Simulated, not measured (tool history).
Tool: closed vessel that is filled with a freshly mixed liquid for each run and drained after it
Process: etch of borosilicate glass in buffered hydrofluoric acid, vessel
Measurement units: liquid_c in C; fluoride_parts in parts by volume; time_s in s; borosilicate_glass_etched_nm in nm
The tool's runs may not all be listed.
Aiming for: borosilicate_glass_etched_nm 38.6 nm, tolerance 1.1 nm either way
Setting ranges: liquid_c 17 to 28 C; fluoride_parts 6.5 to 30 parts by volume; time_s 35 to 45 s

Run 1, day 0: liquid_c 20 C, fluoride_parts 18.5 parts by volume, time_s 45 s. Result: borosilicate_glass_etched_nm 29.031 nm.
Run 2, day 0.112: liquid_c 20 C, fluoride_parts 18.5 parts by volume, time_s 35 s. Result: borosilicate_glass_etched_nm 22.472 nm.
Run 3, day 0.462: liquid_c 22 C, fluoride_parts 18 parts by volume, time_s 35 s. Result: borosilicate_glass_etched_nm 25.748 nm.
Run 4, day 0.758: liquid_c 23 C, fluoride_parts 17 parts by volume, time_s 35 s. Result: borosilicate_glass_etched_nm 28.496 nm.
Run 5, day 0.817: liquid_c 23 C, fluoride_parts 19 parts by volume, time_s 35 s. Result: borosilicate_glass_etched_nm 25.557 nm.
Run 6, day 1.192: liquid_c 21 C, fluoride_parts 19 parts by volume, time_s 35 s. Result: borosilicate_glass_etched_nm 23.118 nm.
Run 7, day 1.333: liquid_c 22.5 C, fluoride_parts 18 parts by volume, time_s 35 s. Result: borosilicate_glass_etched_nm 26.375 nm.
Run 8, day 1.7: liquid_c 23.5 C, fluoride_parts 17 parts by volume, time_s 35 s. Result: borosilicate_glass_etched_nm 29.022 nm.
Run 9, day 1.9: liquid_c 24.5 C, fluoride_parts 16.5 parts by volume, time_s 35 s. Result: borosilicate_glass_etched_nm 31.986 nm.
Run 10, day 1.954: liquid_c 25.5 C, fluoride_parts 16.5 parts by volume, time_s 35 s. Result: borosilicate_glass_etched_nm 33.889 nm.
At day 2.308: thermometer replaced.
Run 11, day 2.308: liquid_c 28 C, fluoride_parts 16.5 parts by volume, time_s 35 s. Result: borosilicate_glass_etched_nm 36.53 nm.

4 candidate next runs follow, results not yet known. Just one meets every target within its allowed miss. Identify it.
Run A, day 2.662: liquid_c 28 C, fluoride_parts 18.5 parts by volume, time_s 45 s. Result: borosilicate_glass_etched_nm ?.
Run B, day 2.662: liquid_c 24 C, fluoride_parts 15.5 parts by volume, time_s 45 s. Result: borosilicate_glass_etched_nm ?.
Run C, day 2.662: liquid_c 28 C, fluoride_parts 18 parts by volume, time_s 40 s. Result: borosilicate_glass_etched_nm ?.
Run D, day 2.662: liquid_c 27 C, fluoride_parts 16 parts by volume, time_s 35 s. Result: borosilicate_glass_etched_nm ?.

move  borosilicate_glass_etched_nm
   A                        41.937
   B                        40.399
   C                        38.301
   D                        35.722
A: pushes the last run's worst result past its target
B: pushes the last run's worst result past its target
C: each result inside its tolerance
D: lands further from the targets than the last run did
So the answer is move C, the one that meets all the targets.
